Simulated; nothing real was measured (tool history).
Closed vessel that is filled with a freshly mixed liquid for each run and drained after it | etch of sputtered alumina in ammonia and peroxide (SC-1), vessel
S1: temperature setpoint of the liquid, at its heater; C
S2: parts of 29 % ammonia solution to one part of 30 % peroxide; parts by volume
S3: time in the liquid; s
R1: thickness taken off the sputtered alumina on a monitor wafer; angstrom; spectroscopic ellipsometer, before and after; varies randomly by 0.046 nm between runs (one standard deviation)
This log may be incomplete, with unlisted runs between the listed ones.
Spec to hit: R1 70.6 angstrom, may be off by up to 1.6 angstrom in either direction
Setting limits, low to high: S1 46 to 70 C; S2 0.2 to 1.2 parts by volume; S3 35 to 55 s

run,hour,S1,S2,S3,R1
1,0,62,0.9,55,51.853
2,3.2,62,0.65,55,50.531
3,7.5,58.5,0.65,55,42.56
4,10.1,61,0.65,55,47.393
5,19.3,63.5,0.65,55,55.135
6,20.5,63.5,0.65,35,34.327
7,29.6,65.5,0.8,40,44.236
8,32.8,67,0.9,45,54.258
9,40.1,70,1.1,45,64.775
10,42.5,70,1.15,45,64.342

Next run, 4 choices. One meets every target within its allowed miss, the rest don't. Which?
A,44.9,68.5,1.2,55,?
B,44.9,69.5,0.8,55,?
C,44.9,69,1.15,55,?
D,44.9,67.5,1.2,55,?

move,R1
A,74.132
B,74.889
C,75.642
D,70.616
A: pushes the last run's worst result past its target
B: pushes the last run's worst result past its target
C: pushes the last run's worst result past its target
D: all results in spec
Move D is the one to make.

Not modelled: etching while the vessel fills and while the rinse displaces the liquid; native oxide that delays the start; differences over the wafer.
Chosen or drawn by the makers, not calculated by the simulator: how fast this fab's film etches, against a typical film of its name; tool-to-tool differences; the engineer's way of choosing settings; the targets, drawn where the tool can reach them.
